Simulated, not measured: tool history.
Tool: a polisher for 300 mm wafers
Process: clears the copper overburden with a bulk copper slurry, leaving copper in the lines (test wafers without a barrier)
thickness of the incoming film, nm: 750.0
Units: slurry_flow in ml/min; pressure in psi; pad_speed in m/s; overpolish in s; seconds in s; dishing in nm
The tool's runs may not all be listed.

run,day,slurry_flow,pressure,pad_speed,slurry_solids,overpolish,seconds,dishing
1,0,140,1.7,1,1,15,118.64,56.039
2,0.108,140,1.7,1.2,1,15,105.04,62.382
3,0.417,140,1.7,0.98,1,15,121.76,55.73
4,0.479,140,1.7,0.88,1,15,125.86,52.206
5,0.638,125,1.7,0.88,1,15,136.02,50.259
6,0.892,120,1.8,0.88,1,17,135.33,56.752
7,0.979,125,1.9,0.88,1,18,123.92,63.568

Forecast run 8:
8,1.275,130,1.9,0.88,1,19,?,?

Run 8 gave seconds 120.77 s, dishing 66.106 nm.
